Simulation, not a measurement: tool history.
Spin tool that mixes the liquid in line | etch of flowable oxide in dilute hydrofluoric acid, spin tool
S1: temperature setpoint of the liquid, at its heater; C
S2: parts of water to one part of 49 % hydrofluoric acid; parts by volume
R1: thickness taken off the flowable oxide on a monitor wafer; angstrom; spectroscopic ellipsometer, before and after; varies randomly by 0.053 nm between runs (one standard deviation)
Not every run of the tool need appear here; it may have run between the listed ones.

{"run": 1, "hour": 0.0, "S1": 20.0, "S2": 105, "time under the liquid (s)": 20, "R1": 63.687}
{"run": 2, "hour": 6.3, "S1": 21.5, "S2": 105, "time under the liquid (s)": 20, "R1": 67.018}
{"run": 3, "hour": 10.6, "S1": 19.0, "S2": 105, "time under the liquid (s)": 20, "R1": 61.514}
{"run": 4, "hour": 14.1, "S1": 19.0, "S2": 135, "time under the liquid (s)": 20, "R1": 45.604}
{"run": 5, "hour": 17.7, "S1": 20.5, "S2": 125, "time under the liquid (s)": 20, "R1": 53.396}
{"run": 6, "hour": 25.2, "S1": 17.5, "S2": 125, "time under the liquid (s)": 20, "R1": 47.053}
{"run": 7, "hour": 32.6, "S1": 21.5, "S2": 90, "time under the liquid (s)": 20, "R1": 80.872}

Run 8, settings as shown, results not yet in. Your forecast:
{"run": 8, "hour": 35.4, "S1": 22.5, "S2": 90, "time under the liquid (s)": 20, "R1": "?"}

R1: 82.312 angstrom

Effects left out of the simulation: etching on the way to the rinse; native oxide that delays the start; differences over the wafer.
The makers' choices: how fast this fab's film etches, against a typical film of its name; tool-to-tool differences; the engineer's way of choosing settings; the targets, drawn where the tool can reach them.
